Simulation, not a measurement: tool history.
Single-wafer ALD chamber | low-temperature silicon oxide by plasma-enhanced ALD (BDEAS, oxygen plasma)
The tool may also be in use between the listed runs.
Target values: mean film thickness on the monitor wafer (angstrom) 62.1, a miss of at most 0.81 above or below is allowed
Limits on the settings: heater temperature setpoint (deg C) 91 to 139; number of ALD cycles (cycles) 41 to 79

run,hour,heater temperature setpoint (deg C),number of ALD cycles (cycles),mean film thickness on the monitor wafer (angstrom)
1,0,115,60,80.401
2,5.1,115,64,85.523
3,10.7,115,61,81.688
4,15.6,115,66,88.327
5,19.2,115,69,92.552
6,26.9,117,64,85.803
7,28.8,124,54,70.907
8,36.2,126,53,69.368
9,41.8,133,46,59.144
10,42.5,131,46,59.331
11,45.2,129,46,59.985
12,51.9,127,46,60.188
13,54,126,46,60.293
14,62.8,125,46,60.223
15,63.4,124,46,60.431
16,70.9,123,46,60.414

Next run, 4 choices. One meets every target within its allowed miss, the rest don't. Which?
A,78.4,133,48,?
B,78.4,120,48,?
C,78.4,128,46,?
D,78.4,100,47,?

move,mean film thickness on the monitor wafer (angstrom)
A,62.028
B,63.572
C,60.012
D,64.574
A: every result lands within tolerance
B: takes the biggest miss from the last run beyond its target
C: lands further from the targets than the last run did
D: takes the biggest miss from the last run beyond its target
The right move is A.
